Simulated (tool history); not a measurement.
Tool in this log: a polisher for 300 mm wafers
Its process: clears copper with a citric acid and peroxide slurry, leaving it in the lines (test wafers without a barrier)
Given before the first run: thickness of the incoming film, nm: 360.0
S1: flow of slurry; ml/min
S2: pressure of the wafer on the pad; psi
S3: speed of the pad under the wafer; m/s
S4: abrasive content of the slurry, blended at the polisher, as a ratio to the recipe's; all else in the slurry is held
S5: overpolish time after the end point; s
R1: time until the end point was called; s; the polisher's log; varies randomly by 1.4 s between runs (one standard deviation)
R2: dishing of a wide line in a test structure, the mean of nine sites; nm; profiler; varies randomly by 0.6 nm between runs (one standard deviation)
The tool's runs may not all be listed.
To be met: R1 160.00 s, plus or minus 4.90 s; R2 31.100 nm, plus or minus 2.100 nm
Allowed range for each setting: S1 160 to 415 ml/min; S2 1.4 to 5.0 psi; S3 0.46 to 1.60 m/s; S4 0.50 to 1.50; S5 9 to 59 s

{"run": 1, "hour": 0.0, "S1": 265, "S2": 3.2, "S3": 1.02, "S4": 1.0, "S5": 30, "R1": 146.47, "R2": 43.531}
{"run": 2, "hour": 4.7, "S1": 265, "S2": 3.2, "S3": 0.86, "S4": 1.0, "S5": 30, "R1": 166.26, "R2": 40.308}
{"run": 3, "hour": 8.7, "S1": 330, "S2": 3.2, "S3": 0.86, "S4": 1.0, "S5": 30, "R1": 162.44, "R2": 40.375}
{"run": 4, "hour": 14.2, "S1": 330, "S2": 3.2, "S3": 0.86, "S4": 1.0, "S5": 35, "R1": 164.23, "R2": 47.204}
{"run": 5, "hour": 20.2, "S1": 330, "S2": 2.9, "S3": 0.86, "S4": 1.0, "S5": 35, "R1": 178.75, "R2": 41.955}
{"run": 6, "hour": 28.6, "S1": 330, "S2": 2.9, "S3": 0.86, "S4": 1.0, "S5": 48, "R1": 175.78, "R2": 54.418}
{"run": 7, "hour": 36.5, "S1": 330, "S2": 3.0, "S3": 0.88, "S4": 1.0, "S5": 37, "R1": 168.97, "R2": 46.263}
{"run": 8, "hour": 43.8, "S1": 330, "S2": 3.1, "S3": 0.88, "S4": 1.0, "S5": 30, "R1": 165.56, "R2": 41.125}
{"run": 9, "hour": 52.5, "S1": 325, "S2": 3.1, "S3": 0.88, "S4": 1.0, "S5": 25, "R1": 165.46, "R2": 35.114}
{"run": 10, "hour": 59.2, "S1": 325, "S2": 3.1, "S3": 0.88, "S4": 1.0, "S5": 23, "R1": 166.49, "R2": 32.279}
{"run": 11, "hour": 61.0, "S1": 325, "S2": 3.1, "S3": 0.88, "S4": 1.0, "S5": 22, "R1": 166.13, "R2": 30.697}

Below are 5 possible settings for the next run. Only one of them brings all results inside the allowed miss of their targets. Which is it?
{"run": "A", "hour": 62.8, "S1": 350, "S2": 2.9, "S3": 0.86, "S4": 1.05, "S5": 23, "R1": "?", "R2": "?"}
{"run": "B", "hour": 62.8, "S1": 315, "S2": 2.6, "S3": 0.96, "S4": 1.25, "S5": 21, "R1": "?", "R2": "?"}
{"run": "C", "hour": 62.8, "S1": 295, "S2": 3.3, "S3": 0.84, "S4": 1.2, "S5": 21, "R1": "?", "R2": "?"}
{"run": "D", "hour": 62.8, "S1": 285, "S2": 3.3, "S3": 0.78, "S4": 0.85, "S5": 21, "R1": "?", "R2": "?"}
{"run": "E", "hour": 62.8, "S1": 280, "S2": 3.4, "S3": 0.8, "S4": 0.75, "S5": 21, "R1": "?", "R2": "?"}

move=A R1=175.79 R2=30.029
move=B R1=174.94 R2=27.779
move=C R1=157.89 R2=30.627
move=D R1=176.68 R2=27.836
move=E R1=172.97 R2=28.379
A: further off than the last run
B: further off than the last run
C: all results land within tolerance of their targets
D: further off than the last run
E: further off than the last run
Answer: C
